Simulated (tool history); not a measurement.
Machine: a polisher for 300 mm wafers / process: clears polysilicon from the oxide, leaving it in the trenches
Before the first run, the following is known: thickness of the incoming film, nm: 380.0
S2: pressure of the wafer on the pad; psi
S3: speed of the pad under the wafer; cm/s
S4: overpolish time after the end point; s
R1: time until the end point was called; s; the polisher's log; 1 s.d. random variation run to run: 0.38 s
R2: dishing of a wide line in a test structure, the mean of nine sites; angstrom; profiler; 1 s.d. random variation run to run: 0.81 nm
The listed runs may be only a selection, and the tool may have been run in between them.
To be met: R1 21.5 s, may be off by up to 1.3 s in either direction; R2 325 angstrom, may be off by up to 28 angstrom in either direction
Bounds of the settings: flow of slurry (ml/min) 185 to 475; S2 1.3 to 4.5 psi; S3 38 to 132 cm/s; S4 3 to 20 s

run 1 hour=0 | flow_of_slurry_(ml/min)=305 S2=2.9 S3=84 S4=10 | R1=28.604 R2=467.62
run 2 hour=6.4 | flow_of_slurry_(ml/min)=305 S2=2.9 S3=84 S4=12 | R1=27.575 R2=489.78
run 3 hour=10.7 | flow_of_slurry_(ml/min)=305 S2=3.2 S3=86 S4=9 | R1=24.496 R2=461.45
run 4 hour=16 | flow_of_slurry_(ml/min)=300 S2=3.5 S3=80 S4=7 | R1=23.821 R2=448.61
run 5 hour=18 | flow_of_slurry_(ml/min)=300 S2=2.9 S3=80 S4=7 | R1=28.859 R2=405.7
run 6 hour=24.4 | flow_of_slurry_(ml/min)=265 S2=2.7 S3=94 S4=6 | R1=26.552 R2=397.74
run 7 hour=30 | flow_of_slurry_(ml/min)=240 S2=2.5 S3=104 S4=5 | R1=27.119 R2=371.86
run 8 hour=33.1 | flow_of_slurry_(ml/min)=220 S2=2.5 S3=114 S4=4 | R1=25.559 R2=337.12
run 9 hour=40 | flow_of_slurry_(ml/min)=220 S2=2.6 S3=116 S4=4 | R1=23.501 R2=345.73

Which of these 5 next moves meets every target?
run A hour=46.9 | flow_of_slurry_(ml/min)=200 S2=2.6 S3=104 S4=3 | R1=? R2=?
run B hour=46.9 | flow_of_slurry_(ml/min)=205 S2=2.4 S3=116 S4=4 | R1=? R2=?
run C hour=46.9 | flow_of_slurry_(ml/min)=210 S2=2.9 S3=102 S4=4 | R1=? R2=?
run D hour=46.9 | flow_of_slurry_(ml/min)=185 S2=2.2 S3=128 S4=3 | R1=? R2=?
run E hour=46.9 | flow_of_slurry_(ml/min)=255 S2=2.9 S3=114 S4=3 | R1=? R2=?

move=A R1=26.754 R2=278.52
move=B R1=26.366 R2=331.02
move=C R1=24.37 R2=344.38
move=D R1=26.588 R2=279.61
move=E R1=21.945 R2=313.02
A: its largest miss is bigger than the last run's
B: its largest miss is bigger than the last run's
C: its largest miss is bigger than the last run's
D: its largest miss is bigger than the last run's
E: all results in spec
Correct choice: E, which meets every target
